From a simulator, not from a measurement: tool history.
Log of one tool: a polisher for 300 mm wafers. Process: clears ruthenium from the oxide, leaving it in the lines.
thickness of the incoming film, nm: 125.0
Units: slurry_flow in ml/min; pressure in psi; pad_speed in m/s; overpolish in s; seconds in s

{"run": 1, "hour": 0.0, "slurry_flow": 205, "pressure": 2.6, "pad_speed": 0.88, "overpolish": 10, "seconds": 88.188}
{"run": 2, "hour": 5.4, "slurry_flow": 205, "pressure": 2.6, "pad_speed": 1.04, "overpolish": 10, "seconds": 75.343}
{"run": 3, "hour": 7.8, "slurry_flow": 205, "pressure": 2.1, "pad_speed": 1.04, "overpolish": 10, "seconds": 93.836}
{"run": 4, "hour": 8.8, "slurry_flow": 205, "pressure": 2.1, "pad_speed": 1.14, "overpolish": 10, "seconds": 83.611}
{"run": 5, "hour": 15.1, "slurry_flow": 210, "pressure": 2.4, "pad_speed": 1.14, "overpolish": 10, "seconds": 73.633}
{"run": 6, "hour": 21.4, "slurry_flow": 210, "pressure": 1.9, "pad_speed": 1.14, "overpolish": 10, "seconds": 91.734}

The next listed run, before its measurement:
{"run": 7, "hour": 27.2, "slurry_flow": 210, "pressure": 1.9, "pad_speed": 1.14, "overpolish": 10, "seconds": "?"}

seconds: 91.559 s
